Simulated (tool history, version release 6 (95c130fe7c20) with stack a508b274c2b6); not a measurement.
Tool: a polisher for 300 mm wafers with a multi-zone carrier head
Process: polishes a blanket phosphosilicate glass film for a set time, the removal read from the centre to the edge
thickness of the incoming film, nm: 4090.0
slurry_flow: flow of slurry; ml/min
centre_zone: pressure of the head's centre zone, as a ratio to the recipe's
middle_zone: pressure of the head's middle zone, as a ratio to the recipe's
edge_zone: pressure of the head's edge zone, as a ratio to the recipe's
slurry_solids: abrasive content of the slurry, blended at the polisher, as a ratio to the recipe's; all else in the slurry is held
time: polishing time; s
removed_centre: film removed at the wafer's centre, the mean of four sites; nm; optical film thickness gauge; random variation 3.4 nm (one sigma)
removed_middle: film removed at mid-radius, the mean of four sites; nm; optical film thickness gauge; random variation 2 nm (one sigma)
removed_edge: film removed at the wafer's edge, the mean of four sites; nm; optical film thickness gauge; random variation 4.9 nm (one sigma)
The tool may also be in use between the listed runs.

run  hour  slurry_flow  centre_zone  middle_zone  edge_zone  slurry_solids  time  removed_centre  removed_middle  removed_edge
  1     0          220            1            1          1              1    63           750.4          762.88        804.81
  2   0.9          215            1         0.97       0.97            0.9    57          640.29          623.26        654.62
  3   1.7          215         1.04         0.97       0.97            0.9    57          651.89          627.15        655.22
  4   7.4          205         1.02         0.94       0.96            0.8    54          554.44          532.83        573.33
  5   8.2          205         1.02         0.94       1.04            0.8    54          562.13          529.28        595.91
  6  14.2          205         1.02         0.94        1.1            0.8    54          560.74           529.5        620.31
  7  21.7          195         1.02         0.92       1.06           0.75    52          515.17          468.74        553.97
  8  28.5          190         1.01          0.9       1.01            0.7    51          457.58           422.8         500.6
  9    34          190         1.02         0.89       0.97           0.65    51          434.05           397.9        445.77
 10  39.5          180         1.02         0.87       0.95           0.65    51           430.7          387.52        453.08
 11  41.6          180         1.02         0.86       0.92            0.6    51          397.38          351.31        407.49

Forecast run 12:
 12  44.4          165         0.98         0.83       0.82           0.65    51               ?               ?             ?

removed_centre: 412.56 nm
removed_middle: 367.15 nm
removed_edge: 412.2 nm
